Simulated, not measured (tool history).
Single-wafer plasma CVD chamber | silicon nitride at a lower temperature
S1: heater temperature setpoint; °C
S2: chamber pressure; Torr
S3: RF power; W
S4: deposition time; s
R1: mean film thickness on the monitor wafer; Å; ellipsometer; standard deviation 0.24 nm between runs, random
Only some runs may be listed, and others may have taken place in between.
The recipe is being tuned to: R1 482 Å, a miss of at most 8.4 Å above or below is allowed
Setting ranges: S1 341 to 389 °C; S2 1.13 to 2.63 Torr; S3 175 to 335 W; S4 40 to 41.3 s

Run 1, hour 0: S1 365 °C, S2 1.88 Torr, S3 255 W, S4 40 s. Result: R1 412.56 Å.
Run 2, hour 8.8: S1 365 °C, S2 1.95 Torr, S3 260 W, S4 40 s. Result: R1 419.92 Å.
Run 3, hour 14.9: S1 365 °C, S2 1.71 Torr, S3 260 W, S4 40 s. Result: R1 409.4 Å.
Run 4, hour 17: S1 365 °C, S2 1.91 Torr, S3 260 W, S4 40 s. Result: R1 424.09 Å.
Run 5, hour 23.6: S1 365 °C, S2 1.91 Torr, S3 225 W, S4 40 s. Result: R1 374.51 Å.
Run 6, hour 29.1: S1 365 °C, S2 1.91 Torr, S3 225 W, S4 41.3 s. Result: R1 384.82 Å.
Run 7, hour 35.9: S1 364 °C, S2 2.29 Torr, S3 265 W, S4 41.3 s. Result: R1 458.65 Å.
Run 8, hour 39.6: S1 364 °C, S2 2.31 Torr, S3 265 W, S4 41.3 s. Result: R1 454.92 Å.
Run 9, hour 43.9: S1 364 °C, S2 2.33 Torr, S3 265 W, S4 41.3 s. Result: R1 461.79 Å.
Run 10, hour 47.3: S1 364 °C, S2 2.35 Torr, S3 265 W, S4 41.3 s. Result: R1 459.88 Å.
Run 11, hour 52.5: S1 364 °C, S2 2.37 Torr, S3 265 W, S4 41.3 s. Result: R1 463.82 Å.
Run 12, hour 58: S1 364 °C, S2 2.39 Torr, S3 265 W, S4 41.3 s. Result: R1 464.75 Å.
Run 13, hour 61.1: S1 364 °C, S2 2.41 Torr, S3 265 W, S4 41.3 s. Result: R1 464.08 Å.
Run 14, hour 67.3: S1 364 °C, S2 2.43 Torr, S3 265 W, S4 41.3 s. Result: R1 468.01 Å.
Run 15, hour 72.3: S1 364 °C, S2 2.45 Torr, S3 265 W, S4 41.3 s. Result: R1 468.15 Å.
Run 16, hour 79.1: S1 364 °C, S2 2.46 Torr, S3 265 W, S4 41.3 s. Result: R1 469.09 Å.
Run 17, hour 82.1: S1 364 °C, S2 2.47 Torr, S3 265 W, S4 41.3 s. Result: R1 467.53 Å.
Run 18, hour 84.2: S1 364 °C, S2 2.48 Torr, S3 265 W, S4 41.3 s. Result: R1 468.65 Å.
Run 19, hour 86.2: S1 364 °C, S2 2.49 Torr, S3 265 W, S4 41.3 s. Result: R1 468.13 Å.
Run 20, hour 90.8: S1 364 °C, S2 2.5 Torr, S3 265 W, S4 41.3 s. Result: R1 465.89 Å.

Exactly one of the 5 candidate moves below puts every result within its allowed miss. Which one?
Run A, hour 95.4: S1 357 °C, S2 2.38 Torr, S3 270 W, S4 40.5 s. Result: R1 ?.
Run B, hour 95.4: S1 365 °C, S2 2.47 Torr, S3 255 W, S4 41 s. Result: R1 ?.
Run C, hour 95.4: S1 361 °C, S2 2.42 Torr, S3 265 W, S4 41.3 s. Result: R1 ?.
Run D, hour 95.4: S1 367 °C, S2 2.63 Torr, S3 280 W, S4 40.1 s. Result: R1 ?.
Run E, hour 95.4: S1 368 °C, S2 2.33 Torr, S3 265 W, S4 41.3 s. Result: R1 ?.

move      R1
   A  464.02
   B  450.01
   C   466.8
   D  480.66
   E  461.97
A: lands further from the targets than the last run did
B: lands further from the targets than the last run did
C: nearer the targets than the last run, but a result is still out of spec
D: each result inside its tolerance
E: lands further from the targets than the last run did
The move that meets every target is D.
